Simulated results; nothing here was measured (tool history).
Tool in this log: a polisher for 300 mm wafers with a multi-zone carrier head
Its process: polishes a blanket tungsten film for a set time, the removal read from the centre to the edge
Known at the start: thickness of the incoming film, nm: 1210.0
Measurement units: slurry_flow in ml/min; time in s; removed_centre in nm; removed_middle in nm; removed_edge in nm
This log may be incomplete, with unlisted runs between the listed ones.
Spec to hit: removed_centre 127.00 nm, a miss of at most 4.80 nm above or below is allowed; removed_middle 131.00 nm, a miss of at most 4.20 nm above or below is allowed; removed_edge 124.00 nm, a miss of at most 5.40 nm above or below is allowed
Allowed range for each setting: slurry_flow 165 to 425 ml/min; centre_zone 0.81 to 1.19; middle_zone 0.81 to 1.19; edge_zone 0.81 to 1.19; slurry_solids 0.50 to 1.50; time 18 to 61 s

{"run": 1, "hour": 0.0, "slurry_flow": 275, "centre_zone": 1.0, "middle_zone": 1.0, "edge_zone": 1.0, "slurry_solids": 1.0, "time": 39, "removed_centre": 184.8, "removed_middle": 194.9, "removed_edge": 183.36}
{"run": 2, "hour": 0.6, "slurry_flow": 275, "centre_zone": 0.99, "middle_zone": 0.97, "edge_zone": 0.96, "slurry_solids": 0.85, "time": 36, "removed_centre": 161.96, "removed_middle": 171.67, "removed_edge": 156.49}
{"run": 3, "hour": 1.3, "slurry_flow": 275, "centre_zone": 1.06, "middle_zone": 0.97, "edge_zone": 0.96, "slurry_solids": 0.85, "time": 36, "removed_centre": 173.15, "removed_middle": 169.1, "removed_edge": 158.68}
{"run": 4, "hour": 3.6, "slurry_flow": 275, "centre_zone": 1.06, "middle_zone": 0.97, "edge_zone": 0.92, "slurry_solids": 0.85, "time": 36, "removed_centre": 175.18, "removed_middle": 170.48, "removed_edge": 154.51}
{"run": 5, "hour": 10.9, "slurry_flow": 275, "centre_zone": 1.06, "middle_zone": 0.97, "edge_zone": 0.87, "slurry_solids": 0.85, "time": 36, "removed_centre": 173.79, "removed_middle": 170.57, "removed_edge": 153.76}
{"run": 6, "hour": 14.5, "slurry_flow": 265, "centre_zone": 1.02, "middle_zone": 0.93, "edge_zone": 0.87, "slurry_solids": 0.75, "time": 35, "removed_centre": 159.59, "removed_middle": 160.25, "removed_edge": 146.01}
{"run": 7, "hour": 16.2, "slurry_flow": 260, "centre_zone": 1.0, "middle_zone": 0.9, "edge_zone": 0.88, "slurry_solids": 0.65, "time": 34, "removed_centre": 144.61, "removed_middle": 146.48, "removed_edge": 134.73}
{"run": 8, "hour": 23.3, "slurry_flow": 255, "centre_zone": 0.98, "middle_zone": 0.88, "edge_zone": 0.88, "slurry_solids": 0.6, "time": 34, "removed_centre": 141.57, "removed_middle": 140.57, "removed_edge": 134.51}
{"run": 9, "hour": 28.0, "slurry_flow": 255, "centre_zone": 0.97, "middle_zone": 0.87, "edge_zone": 0.87, "slurry_solids": 0.55, "time": 34, "removed_centre": 135.42, "removed_middle": 138.11, "removed_edge": 134.64}
{"run": 10, "hour": 30.9, "slurry_flow": 250, "centre_zone": 0.97, "middle_zone": 0.87, "edge_zone": 0.85, "slurry_solids": 0.55, "time": 33, "removed_centre": 132.19, "removed_middle": 135.16, "removed_edge": 127.39}

5 candidate next runs follow, results not yet known. Just one meets every target within its allowed miss. Identify it.
{"run": "A", "hour": 33.8, "slurry_flow": 195, "centre_zone": 0.86, "middle_zone": 1.0, "edge_zone": 0.81, "slurry_solids": 0.5, "time": 34, "removed_centre": "?", "removed_middle": "?", "removed_edge": "?"}
{"run": "B", "hour": 33.8, "slurry_flow": 245, "centre_zone": 0.86, "middle_zone": 0.87, "edge_zone": 0.87, "slurry_solids": 0.5, "time": 32, "removed_centre": "?", "removed_middle": "?", "removed_edge": "?"}
{"run": "C", "hour": 33.8, "slurry_flow": 255, "centre_zone": 0.81, "middle_zone": 0.9, "edge_zone": 0.9, "slurry_solids": 0.5, "time": 34, "removed_centre": "?", "removed_middle": "?", "removed_edge": "?"}
{"run": "D", "hour": 33.8, "slurry_flow": 255, "centre_zone": 1.0, "middle_zone": 0.94, "edge_zone": 0.96, "slurry_solids": 0.5, "time": 31, "removed_centre": "?", "removed_middle": "?", "removed_edge": "?"}
{"run": "E", "hour": 33.8, "slurry_flow": 165, "centre_zone": 0.93, "middle_zone": 0.82, "edge_zone": 0.97, "slurry_solids": 0.55, "time": 35, "removed_centre": "?", "removed_middle": "?", "removed_edge": "?"}

move=A removed_centre=116.54 removed_middle=143.74 removed_edge=122.99
move=B removed_centre=112.99 removed_middle=129.17 removed_edge=122.08
move=C removed_centre=113.56 removed_middle=140.29 removed_edge=132.12
move=D removed_centre=128.08 removed_middle=130.71 removed_edge=124.10
move=E removed_centre=128.38 removed_middle=132.38 removed_edge=137.46
A: moves the result that the last run missed by most past its target, out the other side
B: moves the result that the last run missed by most past its target, out the other side
C: moves the result that the last run missed by most past its target, out the other side
D: meets every target
E: puts the biggest miss on target and leaves a different result outside tolerance
Answer: D
